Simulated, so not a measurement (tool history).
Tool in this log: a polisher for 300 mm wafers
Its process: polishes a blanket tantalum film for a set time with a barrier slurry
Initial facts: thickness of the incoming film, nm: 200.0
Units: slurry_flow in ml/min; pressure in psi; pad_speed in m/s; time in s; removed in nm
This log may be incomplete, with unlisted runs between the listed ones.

Run 1, day 0: slurry_flow 180 ml/min, pressure 2.1 psi, pad_speed 1.08 m/s, slurry_solids 1, time 27 s. Result: removed 51.742 nm.
Run 2, day 0.138: slurry_flow 180 ml/min, pressure 2.5 psi, pad_speed 1.08 m/s, slurry_solids 1, time 27 s. Result: removed 57.716 nm.
Run 3, day 0.35: slurry_flow 180 ml/min, pressure 2.1 psi, pad_speed 0.92 m/s, slurry_solids 1, time 27 s. Result: removed 43.722 nm.
Run 4, day 0.392: slurry_flow 180 ml/min, pressure 1.8 psi, pad_speed 0.84 m/s, slurry_solids 1, time 27 s. Result: removed 37.788 nm.
Run 5, day 0.692: slurry_flow 180 ml/min, pressure 1.8 psi, pad_speed 0.84 m/s, slurry_solids 1, time 24 s. Result: removed 33.885 nm.
Run 6, day 1.029: slurry_flow 180 ml/min, pressure 1.8 psi, pad_speed 0.62 m/s, slurry_solids 1, time 24 s. Result: removed 25.033 nm.

Run 7, settings as shown, results not yet in. Your forecast:
Run 7, day 1.225: slurry_flow 180 ml/min, pressure 1.7 psi, pad_speed 0.62 m/s, slurry_solids 1, time 24 s. Result: removed ?.

Logged for run 7: removed 24.577 nm.
